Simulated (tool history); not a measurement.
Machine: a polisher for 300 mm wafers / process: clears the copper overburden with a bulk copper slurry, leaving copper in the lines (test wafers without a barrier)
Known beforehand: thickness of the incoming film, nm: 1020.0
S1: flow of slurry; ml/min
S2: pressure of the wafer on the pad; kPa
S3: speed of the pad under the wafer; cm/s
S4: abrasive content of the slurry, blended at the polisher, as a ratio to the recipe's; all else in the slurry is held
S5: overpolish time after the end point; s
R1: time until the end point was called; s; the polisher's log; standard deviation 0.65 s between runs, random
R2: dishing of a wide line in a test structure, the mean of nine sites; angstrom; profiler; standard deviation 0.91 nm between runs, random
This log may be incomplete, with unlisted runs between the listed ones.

Run 1, day 0: S1 175 ml/min, S2 19.3 kPa, S3 142 cm/s, S4 1, S5 20 s. Result: R1 66.006 s, R2 712.99 angstrom.
Run 2, day 0.312: S1 175 ml/min, S2 24.1 kPa, S3 142 cm/s, S4 1, S5 20 s. Result: R1 51.312 s, R2 767.14 angstrom.
Run 3, day 0.662: S1 175 ml/min, S2 24.1 kPa, S3 108 cm/s, S4 1, S5 20 s. Result: R1 68.526 s, R2 732.7 angstrom.
Run 4, day 0.892: S1 175 ml/min, S2 25.5 kPa, S3 116 cm/s, S4 1, S5 18 s. Result: R1 60.804 s, R2 735.12 angstrom.
Run 5, day 1.196: S1 175 ml/min, S2 27.6 kPa, S3 116 cm/s, S4 1, S5 18 s. Result: R1 55.289 s, R2 751.53 angstrom.
Run 6, day 1.55: S1 175 ml/min, S2 28.3 kPa, S3 122 cm/s, S4 1, S5 17 s. Result: R1 51.416 s, R2 771.17 angstrom.
Run 7, day 1.796: S1 195 ml/min, S2 29.6 kPa, S3 162 cm/s, S4 1.1, S5 7 s. Result: R1 37.473 s, R2 670.61 angstrom.

Expected results for the next run?
Run 8, day 1.979: S1 195 ml/min, S2 29.6 kPa, S3 162 cm/s, S4 1.1, S5 9 s. Result: R1 ?, R2 ?.

Run 8 produced R1 36.735 s, R2 735.59 angstrom.
